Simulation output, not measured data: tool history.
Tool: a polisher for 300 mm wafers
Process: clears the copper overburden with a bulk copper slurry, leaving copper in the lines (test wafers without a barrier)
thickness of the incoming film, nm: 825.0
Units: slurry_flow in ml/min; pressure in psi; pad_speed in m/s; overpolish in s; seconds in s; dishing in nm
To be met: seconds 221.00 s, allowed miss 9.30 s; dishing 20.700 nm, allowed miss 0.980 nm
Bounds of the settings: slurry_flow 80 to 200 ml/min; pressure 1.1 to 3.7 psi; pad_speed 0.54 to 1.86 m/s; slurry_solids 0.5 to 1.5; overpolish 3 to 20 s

run 1 hour=0.0 | slurry_flow=130 pressure=2.4 pad_speed=1.18 slurry_solids=1.0 overpolish=10 | seconds=108.18 dishing=48.308
run 2 hour=0.8 | slurry_flow=130 pressure=2.1 pad_speed=1.10 slurry_solids=1.0 overpolish=9 | seconds=128.29 dishing=39.482
run 3 hour=8.4 | slurry_flow=130 pressure=1.8 pad_speed=1.04 slurry_solids=1.0 overpolish=8 | seconds=158.60 dishing=30.912
run 4 hour=11.0 | slurry_flow=130 pressure=1.8 pad_speed=1.04 slurry_solids=1.0 overpolish=5 | seconds=156.62 dishing=20.575
run 5 hour=18.2 | slurry_flow=125 pressure=1.6 pad_speed=1.04 slurry_solids=1.0 overpolish=6 | seconds=177.39 dishing=21.463
-- hour=25.0 slurry blender recalibrated
run 6 hour=25.0 | slurry_flow=125 pressure=2.2 pad_speed=1.04 slurry_solids=1.0 overpolish=6 | seconds=130.32 dishing=28.557
run 7 hour=28.8 | slurry_flow=120 pressure=1.9 pad_speed=1.02 slurry_solids=1.0 overpolish=6 | seconds=153.07 dishing=24.570
run 8 hour=29.9 | slurry_flow=100 pressure=1.3 pad_speed=0.98 slurry_solids=1.0 overpolish=9 | seconds=221.74 dishing=24.553
run 9 hour=38.7 | slurry_flow=105 pressure=1.3 pad_speed=0.98 slurry_solids=1.0 overpolish=6 | seconds=224.99 dishing=17.428
run 10 hour=42.0 | slurry_flow=110 pressure=1.3 pad_speed=0.98 slurry_solids=1.0 overpolish=6 | seconds=224.16 dishing=17.903
run 11 hour=44.7 | slurry_flow=115 pressure=1.3 pad_speed=0.98 slurry_solids=1.0 overpolish=6 | seconds=217.74 dishing=18.297

Which of these 5 next moves meets every target?
run A hour=47.4 | slurry_flow=135 pressure=1.3 pad_speed=0.94 slurry_solids=1.0 overpolish=7 | seconds=? dishing=?
run B hour=47.4 | slurry_flow=85 pressure=1.2 pad_speed=1.22 slurry_solids=1.1 overpolish=7 | seconds=? dishing=?
run C hour=47.4 | slurry_flow=120 pressure=1.2 pad_speed=0.90 slurry_solids=1.0 overpolish=7 | seconds=? dishing=?
run D hour=47.4 | slurry_flow=85 pressure=1.6 pad_speed=0.90 slurry_solids=0.8 overpolish=5 | seconds=? dishing=?
run E hour=47.4 | slurry_flow=100 pressure=1.3 pad_speed=1.02 slurry_solids=1.0 overpolish=6 | seconds=? dishing=?

move=A seconds=220.80 dishing=20.500
move=B seconds=200.75 dishing=22.173
move=C seconds=251.31 dishing=18.268
move=D seconds=221.26 dishing=15.277
move=E seconds=217.46 dishing=18.161
A: meets every target
B: takes the result that was furthest off past its target
C: further off than the last run
D: further off than the last run
E: further off than the last run
Answer: A

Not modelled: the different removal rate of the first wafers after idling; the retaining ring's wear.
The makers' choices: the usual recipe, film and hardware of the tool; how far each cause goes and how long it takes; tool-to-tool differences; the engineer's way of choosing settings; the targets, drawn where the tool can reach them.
